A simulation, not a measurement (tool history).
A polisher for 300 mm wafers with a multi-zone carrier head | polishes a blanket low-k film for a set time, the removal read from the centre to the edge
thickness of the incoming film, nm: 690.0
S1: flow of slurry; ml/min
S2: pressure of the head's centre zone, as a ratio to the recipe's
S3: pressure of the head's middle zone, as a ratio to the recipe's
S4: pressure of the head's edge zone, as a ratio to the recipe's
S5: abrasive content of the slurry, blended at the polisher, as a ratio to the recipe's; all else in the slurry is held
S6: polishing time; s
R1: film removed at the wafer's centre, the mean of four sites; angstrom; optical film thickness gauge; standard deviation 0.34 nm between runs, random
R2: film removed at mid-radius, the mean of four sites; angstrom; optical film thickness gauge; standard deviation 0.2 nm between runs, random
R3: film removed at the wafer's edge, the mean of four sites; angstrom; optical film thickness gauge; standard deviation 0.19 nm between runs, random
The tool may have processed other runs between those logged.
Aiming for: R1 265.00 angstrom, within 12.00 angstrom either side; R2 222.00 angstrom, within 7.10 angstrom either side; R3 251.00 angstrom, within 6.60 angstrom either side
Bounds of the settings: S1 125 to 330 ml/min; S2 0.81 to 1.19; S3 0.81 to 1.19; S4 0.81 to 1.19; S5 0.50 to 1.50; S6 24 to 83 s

{"run": 1, "hour": 0.0, "S1": 210, "S2": 1.0, "S3": 1.0, "S4": 1.0, "S5": 1.0, "S6": 53, "R1": 206.48, "R2": 200.34, "R3": 205.93}
{"run": 2, "hour": 6.0, "S1": 240, "S2": 1.0, "S3": 1.0, "S4": 1.0, "S5": 1.0, "S6": 53, "R1": 210.11, "R2": 206.8, "R3": 207.97}
{"run": 3, "hour": 9.3, "S1": 245, "S2": 1.02, "S3": 0.99, "S4": 1.03, "S5": 1.05, "S6": 53, "R1": 222.07, "R2": 207.63, "R3": 216.24}
{"run": 4, "hour": 14.5, "S1": 245, "S2": 1.02, "S3": 0.96, "S4": 1.03, "S5": 1.05, "S6": 53, "R1": 222.91, "R2": 203.81, "R3": 216.51}
{"run": 5, "hour": 19.8, "S1": 215, "S2": 1.02, "S3": 0.96, "S4": 1.03, "S5": 1.05, "S6": 53, "R1": 208.97, "R2": 198.77, "R3": 212.92}
{"run": 6, "hour": 27.4, "S1": 270, "S2": 1.02, "S3": 0.96, "S4": 1.03, "S5": 1.05, "S6": 53, "R1": 226.85, "R2": 204.4, "R3": 216.94}
{"run": 7, "hour": 29.2, "S1": 270, "S2": 1.03, "S3": 0.96, "S4": 1.06, "S5": 1.1, "S6": 53, "R1": 231.77, "R2": 207.27, "R3": 223.42}
{"run": 8, "hour": 34.4, "S1": 275, "S2": 1.04, "S3": 0.96, "S4": 1.08, "S5": 1.15, "S6": 53, "R1": 232.18, "R2": 212.71, "R3": 232.19}
{"run": 9, "hour": 39.8, "S1": 295, "S2": 1.14, "S3": 0.94, "S4": 1.13, "S5": 1.25, "S6": 53, "R1": 266.86, "R2": 214.51, "R3": 241.49}
{"run": 10, "hour": 46.4, "S1": 295, "S2": 1.13, "S3": 0.94, "S4": 1.14, "S5": 1.25, "S6": 53, "R1": 268.57, "R2": 214.28, "R3": 242.2}
{"run": 11, "hour": 46.9, "S1": 295, "S2": 1.12, "S3": 0.94, "S4": 1.15, "S5": 1.25, "S6": 53, "R1": 261.32, "R2": 213.23, "R3": 245.19}

Below are 5 possible settings for the next run. Only one of them brings all results inside the allowed miss of their targets. Which is it?
{"run": "A", "hour": 47.4, "S1": 265, "S2": 1.1, "S3": 1.0, "S4": 1.17, "S5": 1.3, "S6": 50, "R1": "?", "R2": "?", "R3": "?"}
{"run": "B", "hour": 47.4, "S1": 320, "S2": 1.08, "S3": 0.89, "S4": 1.19, "S5": 1.2, "S6": 54, "R1": "?", "R2": "?", "R3": "?"}
{"run": "C", "hour": 47.4, "S1": 280, "S2": 1.11, "S3": 0.89, "S4": 1.1, "S5": 1.1, "S6": 56, "R1": "?", "R2": "?", "R3": "?"}
{"run": "D", "hour": 47.4, "S1": 280, "S2": 1.12, "S3": 0.97, "S4": 1.18, "S5": 1.15, "S6": 55, "R1": "?", "R2": "?", "R3": "?"}
{"run": "E", "hour": 47.4, "S1": 290, "S2": 1.12, "S3": 0.87, "S4": 1.19, "S5": 1.3, "S6": 53, "R1": "?", "R2": "?", "R3": "?"}

move=A R1=238.56 R2=212.31 R3=234.00
move=B R1=252.10 R2=210.29 R3=252.90
move=C R1=257.81 R2=209.49 R3=242.71
move=D R1=259.14 R2=221.49 R3=250.32
move=E R1=260.14 R2=206.13 R3=252.51
A: moves away from the targets compared with the last run
B: moves away from the targets compared with the last run
C: moves away from the targets compared with the last run
D: every result within its allowed miss
E: moves away from the targets compared with the last run
So the answer is move D, the one that meets all the targets.
